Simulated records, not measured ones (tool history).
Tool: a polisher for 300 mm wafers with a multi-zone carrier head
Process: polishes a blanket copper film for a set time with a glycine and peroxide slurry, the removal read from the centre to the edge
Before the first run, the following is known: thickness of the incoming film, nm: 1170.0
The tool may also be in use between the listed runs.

run  hour  flow of slurry (ml/min)  pressure of the head's centre zone  pressure of the head's middle zone  pressure of the head's edge zone  polishing time (s)  film removed at the wafer's centre (nm)  film removed at mid-radius (nm)  film removed at the wafer's edge (nm)
  1   0.0                      155                                1.00                                1.00                              1.00                  55                                   299.62                           299.24                                 299.80
  2   4.1                      155                                1.00                                1.00                              1.00                  62                                   330.50                           339.87                                 338.22
  3   7.7                      185                                1.00                                1.00                              1.00                  62                                   342.89                           349.39                                 345.99
  4   8.9                      190                                0.98                                1.04                              1.04                  63                                   349.87                           374.47                                 356.98
  5   9.9                      190                                0.98                                1.04                              1.11                  63                                   344.73                           378.63                                 367.19
  6  11.2                      195                                0.96                                1.06                              1.13                  64                                   350.56                           381.14                                 381.02
  7  18.2                      205                                0.92                                1.09                              1.12                  65                                   338.38                           410.49                                 385.17

Run 8, settings as shown, results not yet in. Your forecast:
  8  19.9                      210                                0.92                                1.10                              1.13                  66                                        ?                                ?                                      ?

Run 8 gave film removed at the wafer's centre (nm) 349.33, film removed at mid-radius (nm) 412.00, film removed at the wafer's edge (nm) 392.57.
